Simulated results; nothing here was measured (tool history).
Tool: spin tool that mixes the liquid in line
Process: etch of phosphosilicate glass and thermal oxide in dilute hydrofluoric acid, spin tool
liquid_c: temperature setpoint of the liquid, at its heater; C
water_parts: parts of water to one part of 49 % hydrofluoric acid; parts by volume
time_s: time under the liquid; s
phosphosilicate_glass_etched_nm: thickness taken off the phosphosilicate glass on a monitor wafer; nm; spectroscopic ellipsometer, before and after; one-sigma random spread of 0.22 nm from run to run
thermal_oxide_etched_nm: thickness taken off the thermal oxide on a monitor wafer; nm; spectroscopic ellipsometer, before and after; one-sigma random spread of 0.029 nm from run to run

| run | hour | liquid_c | water_parts | time_s | phosphosilicate_glass_etched_nm | thermal_oxide_etched_nm |
|---|---|---|---|---|---|---|
| 1 | 0 | 25 | 75 | 30 | 28.876 | 2.3893 |
| 2 | 6.2 | 25 | 65 | 30 | 33.687 | 2.7147 |
| 3 | 11.4 | 25 | 50 | 30 | 44.902 | 3.7246 |
| 4 | 18.9 | 24 | 55 | 30 | 39.251 | 3.2098 |
| 5 | 23.9 | 25.5 | 55 | 30 | 41.494 | 3.3907 |
| 6 | 27.5 | 25.5 | 35 | 30 | 66.053 | 5.5254 |

Run 7 comes next. What will it give?
| 7 | 30.7 | 24.5 | 40 | 30 | ? | ? |

Run 7 measured phosphosilicate_glass_etched_nm 57.389 nm, thermal_oxide_etched_nm 4.4306 nm.

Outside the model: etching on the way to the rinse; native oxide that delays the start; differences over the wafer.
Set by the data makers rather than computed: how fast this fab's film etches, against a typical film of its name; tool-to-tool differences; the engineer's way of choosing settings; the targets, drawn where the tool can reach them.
